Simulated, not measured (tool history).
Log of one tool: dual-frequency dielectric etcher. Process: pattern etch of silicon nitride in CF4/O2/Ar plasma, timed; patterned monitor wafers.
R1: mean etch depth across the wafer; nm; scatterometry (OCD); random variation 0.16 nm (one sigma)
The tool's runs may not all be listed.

{"run": 1, "hour": 0.0, "source power (kW)": 0.38, "bias power (kW)": 0.057, "Ar flow (sccm)": 97, "CF4 flow (sccm)": 97, "etch time (s)": 11.5, "R1": 17.571}
{"run": 2, "hour": 2.3, "source power (kW)": 0.38, "bias power (kW)": 0.057, "Ar flow (sccm)": 104, "CF4 flow (sccm)": 97, "etch time (s)": 11.5, "R1": 17.578}
{"run": 3, "hour": 4.8, "source power (kW)": 0.34, "bias power (kW)": 0.057, "Ar flow (sccm)": 104, "CF4 flow (sccm)": 97, "etch time (s)": 11.5, "R1": 16.244}
{"run": 4, "hour": 12.8, "source power (kW)": 0.34, "bias power (kW)": 0.061, "Ar flow (sccm)": 104, "CF4 flow (sccm)": 97, "etch time (s)": 11.5, "R1": 16.766}
{"run": 5, "hour": 20.2, "source power (kW)": 0.38, "bias power (kW)": 0.062, "Ar flow (sccm)": 104, "CF4 flow (sccm)": 97, "etch time (s)": 11.5, "R1": 18.099}
{"run": 6, "hour": 24.2, "source power (kW)": 0.32, "bias power (kW)": 0.062, "Ar flow (sccm)": 104, "CF4 flow (sccm)": 97, "etch time (s)": 11.5, "R1": 16.087}
{"run": 7, "hour": 31.7, "source power (kW)": 0.37, "bias power (kW)": 0.063, "Ar flow (sccm)": 104, "CF4 flow (sccm)": 97, "etch time (s)": 11.5, "R1": 18.102}
{"run": 8, "hour": 37.9, "source power (kW)": 0.4, "bias power (kW)": 0.063, "Ar flow (sccm)": 104, "CF4 flow (sccm)": 97, "etch time (s)": 11.5, "R1": 19.191}

Expected results for the next run?
{"run": 9, "hour": 42.6, "source power (kW)": 0.43, "bias power (kW)": 0.063, "Ar flow (sccm)": 104, "CF4 flow (sccm)": 97, "etch time (s)": 11.5, "R1": "?"}

R1: 20.031 nm
